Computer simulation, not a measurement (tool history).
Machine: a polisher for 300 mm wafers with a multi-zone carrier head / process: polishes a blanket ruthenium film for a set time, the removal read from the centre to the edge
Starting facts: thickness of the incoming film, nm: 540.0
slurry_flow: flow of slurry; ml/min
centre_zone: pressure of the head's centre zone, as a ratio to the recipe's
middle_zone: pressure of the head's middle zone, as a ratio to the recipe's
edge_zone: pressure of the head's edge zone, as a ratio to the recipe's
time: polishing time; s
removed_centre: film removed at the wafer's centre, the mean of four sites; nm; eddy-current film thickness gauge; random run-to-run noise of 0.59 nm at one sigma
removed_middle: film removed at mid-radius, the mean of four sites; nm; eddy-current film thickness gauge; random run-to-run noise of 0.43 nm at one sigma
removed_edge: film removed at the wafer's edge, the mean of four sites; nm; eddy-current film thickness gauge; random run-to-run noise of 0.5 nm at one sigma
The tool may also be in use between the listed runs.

run    day  slurry_flow  centre_zone  middle_zone  edge_zone  time  removed_centre  removed_middle  removed_edge
  1      0          290            1            1          1    69           66.69          65.399        67.506
  2  0.208          290            1         0.95          1    69          67.522          64.346        67.781
  3  0.471          285            1         0.92          1    63          60.375          56.837        61.473
  4    0.6          285            1            1          1    63          61.099          59.699        61.479
  5    0.7          330            1            1          1    63          59.279          61.499        62.708
  6  1.042          330         0.96            1          1    63          60.286          61.369        62.613

For run 7, what comes out?
  7  1.133          315         0.97         0.97          1    59               ?               ?             ?

{"run 7": {"removed_centre": 56.067, "removed_middle": 55.094, "removed_edge": 58.31}}
